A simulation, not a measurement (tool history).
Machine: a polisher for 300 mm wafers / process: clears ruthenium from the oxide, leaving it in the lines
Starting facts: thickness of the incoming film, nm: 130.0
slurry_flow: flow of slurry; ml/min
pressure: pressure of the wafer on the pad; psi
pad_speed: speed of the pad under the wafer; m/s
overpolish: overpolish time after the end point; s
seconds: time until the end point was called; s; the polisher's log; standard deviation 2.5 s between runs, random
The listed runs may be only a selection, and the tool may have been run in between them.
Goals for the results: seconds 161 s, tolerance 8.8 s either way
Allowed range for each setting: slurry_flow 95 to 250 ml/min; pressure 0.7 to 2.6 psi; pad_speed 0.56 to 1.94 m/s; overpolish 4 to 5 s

| run | hour | slurry_flow | pressure | pad_speed | overpolish | seconds |
|---|---|---|---|---|---|---|
| 1 | 0 | 160 | 1.6 | 1.24 | 5 | 112.59 |
| 2 | 2.3 | 160 | 1.6 | 1.24 | 5 | 110.89 |
| 3 | 10.8 | 160 | 1.6 | 1.24 | 4 | 110.87 |
| 4 | 18.4 | 160 | 2 | 1.24 | 4 | 95.112 |
| 5 | 24 | 160 | 1.8 | 1.22 | 4 | 103.67 |
| 6 | 25.2 | 160 | 1.7 | 1.2 | 4 | 109.52 |
| 7 | 32.5 | 160 | 1.7 | 1.2 | 4 | 110.67 |
| 8 | 34.5 | 160 | 1.6 | 1.18 | 4 | 118.89 |
| 9 | 38.3 | 160 | 1.5 | 1.18 | 4 | 125.3 |
| 10 | 46.7 | 160 | 1.4 | 1.18 | 4 | 131.55 |
| 11 | 53.6 | 160 | 1.4 | 1.18 | 4 | 131.74 |
| 12 | 54.7 | 160 | 1.3 | 1.18 | 4 | 133.43 |
| 13 | 62.8 | 160 | 1.2 | 1.18 | 4 | 143.02 |

Next run, 5 choices. One meets every target within its allowed miss, the rest don't. Which?
| A | 70.9 | 175 | 1.2 | 1.46 | 4 | ? |
| B | 70.9 | 200 | 1.3 | 1.18 | 4 | ? |
| C | 70.9 | 160 | 1.2 | 1.3 | 5 | ? |
| D | 70.9 | 140 | 1.2 | 1.08 | 5 | ? |
| E | 70.9 | 175 | 1.6 | 1.22 | 4 | ? |

| move | seconds |
|---|---|
| A | 114.61 |
| B | 130.69 |
| C | 130.28 |
| D | 159.98 |
| E | 111.11 |
A: misses by more than the last run did
B: misses by more than the last run did
C: misses by more than the last run did
D: each result inside its tolerance
E: misses by more than the last run did
So the answer is move D, the one that meets all the targets.
